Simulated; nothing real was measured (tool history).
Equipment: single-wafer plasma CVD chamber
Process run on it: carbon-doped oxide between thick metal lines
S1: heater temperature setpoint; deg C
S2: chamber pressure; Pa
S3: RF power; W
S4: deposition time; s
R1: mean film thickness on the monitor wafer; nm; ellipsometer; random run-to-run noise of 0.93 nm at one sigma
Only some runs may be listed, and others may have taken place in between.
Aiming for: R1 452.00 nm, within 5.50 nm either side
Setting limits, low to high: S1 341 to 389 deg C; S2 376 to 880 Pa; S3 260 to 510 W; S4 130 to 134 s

run	hour	S1	S2	S3	S4	R1
1	0.0	365	628	385	130	507.33
2	8.1	357	628	385	130	514.61
3	12.1	361	549	380	130	495.64
4	12.7	361	549	380	134	511.58
5	20.8	365	495	370	134	492.67
6	21.4	372	495	370	134	486.71
7	28.9	374	457	365	134	476.98
8	37.2	376	432	360	134	466.00
9	38.6	378	415	360	134	461.03
10	47.4	379	404	360	134	460.54
11	55.3	380	395	360	134	457.54
12	57.9	381	389	360	134	459.11
13	65.6	381	389	360	134	457.88

Pick the move, out of 4, that brings all results within their allowed miss; only one does.
A	73.3	369	613	345	131	?
B	73.3	376	447	345	133	?
C	73.3	385	376	385	131	?
D	73.3	378	420	365	134	?

move	R1
A	469.10
B	451.80
C	464.84
D	468.25
A: moves away from the targets compared with the last run
B: every result lands within tolerance
C: moves away from the targets compared with the last run
D: moves away from the targets compared with the last run
Answer: B
